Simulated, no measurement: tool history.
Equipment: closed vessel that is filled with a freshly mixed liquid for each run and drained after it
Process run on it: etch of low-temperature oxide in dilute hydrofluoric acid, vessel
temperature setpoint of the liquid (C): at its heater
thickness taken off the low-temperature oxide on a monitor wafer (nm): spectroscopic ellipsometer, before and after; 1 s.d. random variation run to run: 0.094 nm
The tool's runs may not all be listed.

run	day	temperature setpoint of the liquid (C)	parts of water to one part of 49 % hydrofluoric acid (parts by volume)	time in the liquid (s)	thickness taken off the low-temperature oxide on a monitor wafer (nm)
1	0.000	24.0	235	65	7.0089
2	0.154	24.0	195	65	8.8902
3	0.533	24.0	260	65	6.3252
4	0.671	24.0	260	50	4.8595
5	0.988	24.0	195	50	6.9370
6	1.321	24.0	195	50	6.9664
7	1.496	25.5	190	50	7.5327
8	1.554	26.5	185	50	8.0468
9	1.638	27.5	185	50	8.3761
10	1.875	28.5	185	50	8.6855

Run 11 has not been measured yet. What should we expect?
11	2.204	29.0	185	50	?

{"run 11": {"thickness taken off the low-temperature oxide on a monitor wafer (nm)": 8.8084}}
